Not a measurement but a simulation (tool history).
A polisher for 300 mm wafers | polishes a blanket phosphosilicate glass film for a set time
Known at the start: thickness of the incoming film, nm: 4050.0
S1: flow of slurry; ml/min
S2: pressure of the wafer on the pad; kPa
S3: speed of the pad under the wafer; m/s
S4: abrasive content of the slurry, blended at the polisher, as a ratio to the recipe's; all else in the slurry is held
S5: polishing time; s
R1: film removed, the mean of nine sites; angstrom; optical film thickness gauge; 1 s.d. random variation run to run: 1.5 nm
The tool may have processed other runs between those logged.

run,hour,S1,S2,S3,S4,S5,R1
1,0,155,22.1,0.82,1,41,2372.4
2,6.5,150,19.3,0.82,1,41,2105.1
3,9.9,150,23.4,0.82,1,41,2479.8
4,17.7,165,23.4,0.82,1,41,2506.3
5,24.3,165,20,0.82,1,41,2192.4
6,30.6,160,17.2,0.82,1,41,1929.6

Run 7 is up next; what results do you expect?
7,38.2,160,15.9,0.82,1,41,?

{"run 7": {"R1": 1823.1}}

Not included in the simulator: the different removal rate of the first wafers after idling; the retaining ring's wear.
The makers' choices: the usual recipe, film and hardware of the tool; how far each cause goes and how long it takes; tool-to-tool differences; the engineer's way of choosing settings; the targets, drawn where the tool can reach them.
